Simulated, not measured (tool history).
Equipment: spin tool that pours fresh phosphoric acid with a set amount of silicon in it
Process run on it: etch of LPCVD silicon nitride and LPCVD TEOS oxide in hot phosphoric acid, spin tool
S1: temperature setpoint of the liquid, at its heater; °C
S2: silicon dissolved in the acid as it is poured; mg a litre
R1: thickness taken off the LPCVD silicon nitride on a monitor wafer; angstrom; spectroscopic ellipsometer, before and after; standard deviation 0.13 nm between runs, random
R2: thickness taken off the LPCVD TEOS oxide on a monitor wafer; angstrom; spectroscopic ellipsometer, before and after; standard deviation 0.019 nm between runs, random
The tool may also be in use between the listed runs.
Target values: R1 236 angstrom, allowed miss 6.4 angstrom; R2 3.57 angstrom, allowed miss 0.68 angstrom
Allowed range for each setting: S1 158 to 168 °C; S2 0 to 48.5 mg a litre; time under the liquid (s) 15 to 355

{"run": 1, "hour": 0.0, "S1": 163, "S2": 21.5, "time under the liquid (s)": 180, "R1": 200.28, "R2": 6.0418}
{"run": 2, "hour": 4.3, "S1": 163.5, "S2": 29, "time under the liquid (s)": 185, "R1": 206.68, "R2": 5.0789}
{"run": 3, "hour": 11.1, "S1": 164, "S2": 34.5, "time under the liquid (s)": 190, "R1": 216.71, "R2": 4.3496}
{"run": 4, "hour": 11.7, "S1": 164, "S2": 25, "time under the liquid (s)": 190, "R1": 216.95, "R2": 6.3064}
{"run": 5, "hour": 14.2, "S1": 164, "S2": 14.5, "time under the liquid (s)": 190, "R1": 217.44, "R2": 7.7294}
{"run": 6, "hour": 19.9, "S1": 164, "S2": 14.5, "time under the liquid (s)": 120, "R1": 137.33, "R2": 5.2776}
{"run": 7, "hour": 26.5, "S1": 164.5, "S2": 24, "time under the liquid (s)": 145, "R1": 168.02, "R2": 5.2643}
{"run": 8, "hour": 34.5, "S1": 164.5, "S2": 31, "time under the liquid (s)": 160, "R1": 186.71, "R2": 4.4125}
{"run": 9, "hour": 38.5, "S1": 164.5, "S2": 31, "time under the liquid (s)": 160, "R1": 184.46, "R2": 3.8647}
{"run": 10, "hour": 39.4, "S1": 165, "S2": 33, "time under the liquid (s)": 170, "R1": 199.11, "R2": 4.0346}
{"run": 11, "hour": 43.4, "S1": 165.5, "S2": 35, "time under the liquid (s)": 175, "R1": 208.99, "R2": 3.9531}
{"run": 12, "hour": 48.2, "S1": 166, "S2": 36.5, "time under the liquid (s)": 180, "R1": 219.52, "R2": 4.0959}

Exactly one of the 5 candidate moves below puts every result within its allowed miss. Which one?
{"run": "A", "hour": 53.0, "S1": 163, "S2": 39, "time under the liquid (s)": 215, "R1": "?", "R2": "?"}
{"run": "B", "hour": 53.0, "S1": 167, "S2": 48.5, "time under the liquid (s)": 175, "R1": "?", "R2": "?"}
{"run": "C", "hour": 53.0, "S1": 166, "S2": 48.5, "time under the liquid (s)": 185, "R1": "?", "R2": "?"}
{"run": "D", "hour": 53.0, "S1": 167.5, "S2": 24, "time under the liquid (s)": 160, "R1": "?", "R2": "?"}
{"run": "E", "hour": 53.0, "S1": 164, "S2": 36.5, "time under the liquid (s)": 195, "R1": "?", "R2": "?"}

move=A R1=237.44 R2=3.5188
move=B R1=220.38 R2=2.4991
move=C R1=225.5 R2=2.4586
move=D R1=204.79 R2=7.0256
move=E R1=222.59 R2=3.9692
A: every result within its allowed miss
B: better than the last run, though not everything is in spec
C: better than the last run, though not everything is in spec
D: misses by more than the last run did
E: better than the last run, though not everything is in spec
The move that meets every target is A.

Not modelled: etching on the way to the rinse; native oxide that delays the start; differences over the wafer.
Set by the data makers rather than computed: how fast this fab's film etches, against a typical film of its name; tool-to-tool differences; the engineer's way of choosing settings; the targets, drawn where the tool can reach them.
